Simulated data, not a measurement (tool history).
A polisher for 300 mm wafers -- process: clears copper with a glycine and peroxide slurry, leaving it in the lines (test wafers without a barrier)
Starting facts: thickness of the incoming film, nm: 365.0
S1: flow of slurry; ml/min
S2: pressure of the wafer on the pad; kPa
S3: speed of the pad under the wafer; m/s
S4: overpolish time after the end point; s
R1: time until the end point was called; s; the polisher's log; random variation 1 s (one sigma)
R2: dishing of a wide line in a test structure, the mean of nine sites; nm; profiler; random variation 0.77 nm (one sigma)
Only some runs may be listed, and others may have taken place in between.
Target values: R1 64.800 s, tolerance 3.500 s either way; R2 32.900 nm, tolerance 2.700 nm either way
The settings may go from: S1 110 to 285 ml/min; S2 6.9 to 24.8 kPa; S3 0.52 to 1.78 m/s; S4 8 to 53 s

{"run": 1, "hour": 0.0, "S1": 180, "S2": 15.9, "S3": 1.14, "S4": 27, "R1": 70.96, "R2": 79.165}
{"run": 2, "hour": 3.9, "S1": 180, "S2": 13.1, "S3": 1.34, "S4": 21, "R1": 72.121, "R2": 64.142}
{"run": 3, "hour": 9.7, "S1": 145, "S2": 13.1, "S3": 1.34, "S4": 21, "R1": 76.703, "R2": 63.137}
{"run": 4, "hour": 13.7, "S1": 190, "S2": 11.0, "S3": 1.44, "S4": 17, "R1": 78.238, "R2": 52.339}
{"run": 5, "hour": 22.3, "S1": 160, "S2": 11.0, "S3": 1.44, "S4": 17, "R1": 80.274, "R2": 49.853}
{"run": 6, "hour": 27.1, "S1": 160, "S2": 11.0, "S3": 1.34, "S4": 17, "R1": 84.246, "R2": 48.751}
{"run": 7, "hour": 32.4, "S1": 200, "S2": 9.7, "S3": 1.48, "S4": 14, "R1": 85.512, "R2": 40.688}
{"run": 8, "hour": 36.4, "S1": 225, "S2": 9.7, "S3": 1.58, "S4": 12, "R1": 78.743, "R2": 38.736}
{"run": 9, "hour": 39.2, "S1": 245, "S2": 9.7, "S3": 1.64, "S4": 11, "R1": 74.138, "R2": 37.799}
{"run": 10, "hour": 42.0, "S1": 260, "S2": 9.7, "S3": 1.68, "S4": 10, "R1": 73.549, "R2": 33.855}
{"run": 11, "hour": 48.5, "S1": 265, "S2": 10.3, "S3": 1.7, "S4": 9, "R1": 68.481, "R2": 34.109}

Which single option among these 5 for the next run brings every result within its allowed miss of target? Just one does.
{"run": "A", "hour": 55.0, "S1": 230, "S2": 9.0, "S3": 1.78, "S4": 8, "R1": "?", "R2": "?"}
{"run": "B", "hour": 55.0, "S1": 275, "S2": 11.0, "S3": 1.7, "S4": 8, "R1": "?", "R2": "?"}
{"run": "C", "hour": 55.0, "S1": 285, "S2": 9.0, "S3": 1.72, "S4": 8, "R1": "?", "R2": "?"}
{"run": "D", "hour": 55.0, "S1": 255, "S2": 9.7, "S3": 1.7, "S4": 9, "R1": "?", "R2": "?"}
{"run": "E", "hour": 55.0, "S1": 285, "S2": 9.7, "S3": 1.62, "S4": 8, "R1": "?", "R2": "?"}

move=A R1=76.028 R2=28.177
move=B R1=65.511 R2=32.346
move=C R1=76.466 R2=28.057
move=D R1=73.542 R2=32.237
move=E R1=75.611 R2=28.444
A: further off than the last run
B: all results in spec
C: further off than the last run
D: further off than the last run
E: further off than the last run
The move that meets every target is B.
